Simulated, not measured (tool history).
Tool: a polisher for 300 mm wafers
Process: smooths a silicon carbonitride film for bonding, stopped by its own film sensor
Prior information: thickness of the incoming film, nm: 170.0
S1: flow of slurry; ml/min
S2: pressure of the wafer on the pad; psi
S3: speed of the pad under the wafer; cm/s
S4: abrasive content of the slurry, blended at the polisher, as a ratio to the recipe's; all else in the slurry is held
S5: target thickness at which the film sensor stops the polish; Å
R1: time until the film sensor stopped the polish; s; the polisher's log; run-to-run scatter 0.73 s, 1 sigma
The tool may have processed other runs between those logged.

run  hour   S1   S2   S3  S4    S5      R1
  1     0  225  2.8  110   1  1500  59.476
  2   8.6  225  2.6  110   1  1500  62.627
  3  12.8  225  2.5  110   1  1500  64.535
  4  17.2  225  2.5  126   1  1500  60.727
  5  24.6  225  2.3  126   1  1500  64.557
  6  29.9  225  2.3  126   1  1500  62.809
  7  32.6  225  2.1  126   1  1500  69.548

What will run 8 give?
  8  39.3  225   2  126   1  1500   ?

R1: 72.29 s

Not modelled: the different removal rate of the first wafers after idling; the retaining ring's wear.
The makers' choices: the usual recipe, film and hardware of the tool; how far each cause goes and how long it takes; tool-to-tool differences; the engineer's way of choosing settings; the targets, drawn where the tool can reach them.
